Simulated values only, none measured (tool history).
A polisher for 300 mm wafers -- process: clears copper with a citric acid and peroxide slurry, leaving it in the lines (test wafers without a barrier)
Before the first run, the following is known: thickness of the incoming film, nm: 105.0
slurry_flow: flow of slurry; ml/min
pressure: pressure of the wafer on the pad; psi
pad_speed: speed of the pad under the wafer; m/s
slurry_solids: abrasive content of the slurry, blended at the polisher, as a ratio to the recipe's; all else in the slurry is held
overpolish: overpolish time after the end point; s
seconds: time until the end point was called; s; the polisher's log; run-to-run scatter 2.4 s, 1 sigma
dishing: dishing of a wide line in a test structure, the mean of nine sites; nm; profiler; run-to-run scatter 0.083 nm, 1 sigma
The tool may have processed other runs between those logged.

{"run": 1, "day": 0.0, "slurry_flow": 150, "pressure": 2.2, "pad_speed": 0.88, "slurry_solids": 1.0, "overpolish": 11, "seconds": 97.089, "dishing": 9.9198}
{"run": 2, "day": 0.221, "slurry_flow": 145, "pressure": 1.9, "pad_speed": 0.86, "slurry_solids": 1.0, "overpolish": 11, "seconds": 115.03, "dishing": 8.2632}
{"run": 3, "day": 0.358, "slurry_flow": 140, "pressure": 1.7, "pad_speed": 0.84, "slurry_solids": 1.0, "overpolish": 11, "seconds": 131.02, "dishing": 7.292}
{"run": 4, "day": 0.692, "slurry_flow": 140, "pressure": 1.7, "pad_speed": 0.84, "slurry_solids": 1.0, "overpolish": 6, "seconds": 129.41, "dishing": 4.1538}
{"run": 5, "day": 1.042, "slurry_flow": 120, "pressure": 1.7, "pad_speed": 0.84, "slurry_solids": 1.0, "overpolish": 6, "seconds": 132.73, "dishing": 4.0568}
{"run": 6, "day": 1.338, "slurry_flow": 115, "pressure": 1.5, "pad_speed": 0.84, "slurry_solids": 1.0, "overpolish": 7, "seconds": 153.37, "dishing": 3.9336}
{"run": 7, "day": 1.554, "slurry_flow": 110, "pressure": 1.4, "pad_speed": 0.84, "slurry_solids": 1.0, "overpolish": 8, "seconds": 166.03, "dishing": 4.2856}
{"run": 8, "day": 1.921, "slurry_flow": 105, "pressure": 1.4, "pad_speed": 0.84, "slurry_solids": 1.0, "overpolish": 9, "seconds": 167.46, "dishing": 4.7286}
{"run": 9, "day": 2.138, "slurry_flow": 100, "pressure": 1.4, "pad_speed": 0.84, "slurry_solids": 1.0, "overpolish": 9, "seconds": 169.98, "dishing": 4.6614}

Forecast run 10:
{"run": 10, "day": 2.338, "slurry_flow": 95, "pressure": 1.1, "pad_speed": 0.84, "slurry_solids": 1.0, "overpolish": 13, "seconds": "?", "dishing": "?"}

seconds: 212.830 s
dishing: 5.3912 nm
